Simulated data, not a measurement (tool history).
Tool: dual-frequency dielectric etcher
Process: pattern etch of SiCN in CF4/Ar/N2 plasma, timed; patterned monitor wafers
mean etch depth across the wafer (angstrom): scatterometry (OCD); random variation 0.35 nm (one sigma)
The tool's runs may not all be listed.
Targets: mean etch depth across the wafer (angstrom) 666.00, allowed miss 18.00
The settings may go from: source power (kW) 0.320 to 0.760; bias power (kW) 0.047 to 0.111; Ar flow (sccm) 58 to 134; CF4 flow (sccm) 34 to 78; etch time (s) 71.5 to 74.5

| run | day | source power (kW) | bias power (kW) | Ar flow (sccm) | CF4 flow (sccm) | etch time (s) | mean etch depth across the wafer (angstrom) |
|---|---|---|---|---|---|---|---|
| 1 | 0.000 | 0.540 | 0.079 | 96 | 56 | 71.5 | 804.23 |
| 2 | 0.067 | 0.540 | 0.079 | 96 | 56 | 74.5 | 830.06 |
| 3 | 0.108 | 0.510 | 0.078 | 96 | 56 | 74.5 | 798.20 |
| 4 | 0.442 | 0.480 | 0.077 | 96 | 56 | 74.5 | 758.49 |
| 5 | 0.525 | 0.460 | 0.077 | 96 | 56 | 74.5 | 728.57 |
| 6 | 0.754 | 0.460 | 0.077 | 88 | 56 | 74.5 | 736.59 |
| 7 | 1.088 | 0.450 | 0.077 | 88 | 56 | 74.5 | 725.48 |
| 8 | 1.429 | 0.440 | 0.077 | 88 | 56 | 74.5 | 722.26 |
| 9 | 1.779 | 0.430 | 0.077 | 88 | 56 | 74.5 | 699.49 |
| 10 | 1.892 | 0.420 | 0.077 | 88 | 56 | 74.5 | 678.99 |

Which of these 5 next moves meets every target?
| A | 2.004 | 0.440 | 0.077 | 87 | 57 | 73.5 | ? |
| B | 2.004 | 0.450 | 0.093 | 91 | 37 | 72.5 | ? |
| C | 2.004 | 0.420 | 0.080 | 87 | 59 | 71.5 | ? |
| D | 2.004 | 0.480 | 0.067 | 92 | 54 | 74.5 | ? |
| E | 2.004 | 0.440 | 0.073 | 87 | 61 | 74.5 | ? |

| move | mean etch depth across the wafer (angstrom) |
|---|---|
| A | 705.52 |
| B | 710.61 |
| C | 672.51 |
| D | 717.96 |
| E | 708.29 |
A: further off than the last run
B: further off than the last run
C: meets every target
D: further off than the last run
E: further off than the last run
The right move is C.
